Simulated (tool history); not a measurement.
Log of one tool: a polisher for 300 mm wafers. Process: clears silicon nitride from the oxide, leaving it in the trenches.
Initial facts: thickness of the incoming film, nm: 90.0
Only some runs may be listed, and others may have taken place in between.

run  hour  flow of slurry (ml/min)  pressure of the wafer on the pad (kPa)  speed of the pad under the wafer (m/s)  overpolish time after the end point (s)  time until the end point was called (s)
  1   0.0                      195                                    13.1                                    1.10                                       11                                   118.87
  2   5.7                      195                                    11.7                                    1.10                                       11                                   136.95
  3  11.8                      195                                     9.0                                    1.10                                       11                                   178.57
  4  18.9                      195                                     9.0                                    0.84                                       11                                   225.29
  5  22.7                      195                                     9.0                                    0.84                                       11                                   228.10
  6  30.9                      195                                    10.3                                    0.86                                       11                                   193.26
  7  36.7                      195                                    11.7                                    0.88                                       11                                   168.39
  8  42.8                      195                                    13.1                                    0.90                                       11                                   149.05

What will run 9 give?
  9  47.1                      195                                    14.5                                    0.92                                       11                                        ?

{"run 9": {"time until the end point was called (s)": 134.36}}
